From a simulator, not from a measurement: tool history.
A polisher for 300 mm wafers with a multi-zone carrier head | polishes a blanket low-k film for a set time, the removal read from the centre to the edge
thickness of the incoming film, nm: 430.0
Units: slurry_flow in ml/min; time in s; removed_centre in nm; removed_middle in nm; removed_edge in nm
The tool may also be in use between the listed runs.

run 1 day=0 | slurry_flow=275 centre_zone=1 middle_zone=1 edge_zone=1 slurry_solids=1 time=83 | removed_centre=47.004 removed_middle=47.234 removed_edge=45.563
run 2 day=0.279 | slurry_flow=265 centre_zone=0.95 middle_zone=0.99 edge_zone=0.96 slurry_solids=0.85 time=69 | removed_centre=33.695 removed_middle=35.795 removed_edge=34.543
run 3 day=0.629 | slurry_flow=260 centre_zone=0.92 middle_zone=0.99 edge_zone=0.92 slurry_solids=0.75 time=62 | removed_centre=26.863 removed_middle=29.689 removed_edge=27.885
run 4 day=0.867 | slurry_flow=230 centre_zone=0.92 middle_zone=0.99 edge_zone=0.92 slurry_solids=0.75 time=62 | removed_centre=26.787 removed_middle=29.447 removed_edge=27.66
run 5 day=0.912 | slurry_flow=220 centre_zone=0.89 middle_zone=0.97 edge_zone=0.89 slurry_solids=0.65 time=61 | removed_centre=22.371 removed_middle=25.447 removed_edge=23.757
run 6 day=0.975 | slurry_flow=220 centre_zone=0.89 middle_zone=0.97 edge_zone=0.95 slurry_solids=0.65 time=61 | removed_centre=22.165 removed_middle=25.087 removed_edge=24.73
run 7 day=1.217 | slurry_flow=210 centre_zone=0.87 middle_zone=0.95 edge_zone=0.91 slurry_solids=0.65 time=61 | removed_centre=21.35 removed_middle=24.737 removed_edge=24.291
run 8 day=1.479 | slurry_flow=205 centre_zone=0.87 middle_zone=0.95 edge_zone=0.88 slurry_solids=0.6 time=61 | removed_centre=20.348 removed_middle=22.828 removed_edge=21.914

The next listed run, before its measurement:
run 9 day=1.638 | slurry_flow=195 centre_zone=0.86 middle_zone=0.95 edge_zone=0.87 slurry_solids=0.6 time=61 | removed_centre=? removed_middle=? removed_edge=?

Run 9 gave removed_centre 19.972 nm, removed_middle 22.931 nm, removed_edge 21.781 nm.

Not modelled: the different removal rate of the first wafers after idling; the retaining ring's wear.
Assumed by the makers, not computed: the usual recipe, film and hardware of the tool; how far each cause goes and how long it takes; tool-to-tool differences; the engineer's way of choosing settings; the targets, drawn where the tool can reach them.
